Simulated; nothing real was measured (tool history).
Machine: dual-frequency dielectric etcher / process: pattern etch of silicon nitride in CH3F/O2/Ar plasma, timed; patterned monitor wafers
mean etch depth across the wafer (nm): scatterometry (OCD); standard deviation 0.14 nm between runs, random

| run | day | source power (W) | bias power (W) | etch time (s) | mean etch depth across the wafer (nm) |
|---|---|---|---|---|---|
| 1 | 0.000 | 330 | 67 | 44.5 | 27.576 |
| 2 | 0.067 | 310 | 65 | 44.5 | 25.914 |
| 3 | 0.183 | 310 | 76 | 44.5 | 28.216 |
| 4 | 0.383 | 310 | 84 | 44.5 | 29.588 |
| 5 | 0.438 | 260 | 84 | 44.5 | 26.634 |
| 6 | 0.638 | 250 | 83 | 44.5 | 26.583 |
| 7 | 0.883 | 240 | 81 | 44.5 | 25.571 |

For run 8, what comes out?
| 8 | 1.225 | 200 | 71 | 44.0 | ? |

mean etch depth across the wafer (nm): 21.654
